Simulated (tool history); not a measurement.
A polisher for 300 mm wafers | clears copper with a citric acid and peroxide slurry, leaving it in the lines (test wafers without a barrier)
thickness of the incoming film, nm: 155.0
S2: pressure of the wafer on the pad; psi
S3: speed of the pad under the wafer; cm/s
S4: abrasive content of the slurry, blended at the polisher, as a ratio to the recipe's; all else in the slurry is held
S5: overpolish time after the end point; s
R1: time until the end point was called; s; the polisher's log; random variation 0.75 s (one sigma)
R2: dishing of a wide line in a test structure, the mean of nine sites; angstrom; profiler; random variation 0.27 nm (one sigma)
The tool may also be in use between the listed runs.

{"run": 1, "hour": 0.0, "flow of slurry (ml/min)": 290, "S2": 2.4, "S3": 82, "S4": 1.0, "S5": 17, "R1": 101.44, "R2": 116.46}
{"run": 2, "hour": 8.4, "flow of slurry (ml/min)": 235, "S2": 2.4, "S3": 82, "S4": 1.0, "S5": 17, "R1": 105.22, "R2": 112.04}
{"run": 3, "hour": 12.2, "flow of slurry (ml/min)": 235, "S2": 2.4, "S3": 82, "S4": 1.0, "S5": 11, "R1": 103.62, "R2": 94.499}
{"run": 4, "hour": 19.0, "flow of slurry (ml/min)": 235, "S2": 2.4, "S3": 82, "S4": 1.15, "S5": 11, "R1": 102.52, "R2": 94.664}
{"run": 5, "hour": 20.5, "flow of slurry (ml/min)": 245, "S2": 2.8, "S3": 82, "S4": 1.15, "S5": 13, "R1": 87.575, "R2": 110.92}
{"run": 6, "hour": 26.3, "flow of slurry (ml/min)": 245, "S2": 2.8, "S3": 72, "S4": 1.15, "S5": 13, "R1": 99.103, "R2": 106.82}
{"run": 7, "hour": 30.4, "flow of slurry (ml/min)": 255, "S2": 3.1, "S3": 76, "S4": 1.15, "S5": 13, "R1": 82.97, "R2": 112.44}
{"run": 8, "hour": 34.7, "flow of slurry (ml/min)": 260, "S2": 3.3, "S3": 78, "S4": 1.15, "S5": 14, "R1": 78.37, "R2": 124.26}
{"run": 9, "hour": 35.3, "flow of slurry (ml/min)": 260, "S2": 3.3, "S3": 78, "S4": 1.15, "S5": 14, "R1": 77.853, "R2": 123.45}

Forecast run 10:
{"run": 10, "hour": 42.5, "flow of slurry (ml/min)": 265, "S2": 3.4, "S3": 82, "S4": 1.15, "S5": 14, "R1": "?", "R2": "?"}

{"run 10": {"R1": 71.356, "R2": 129.59}}
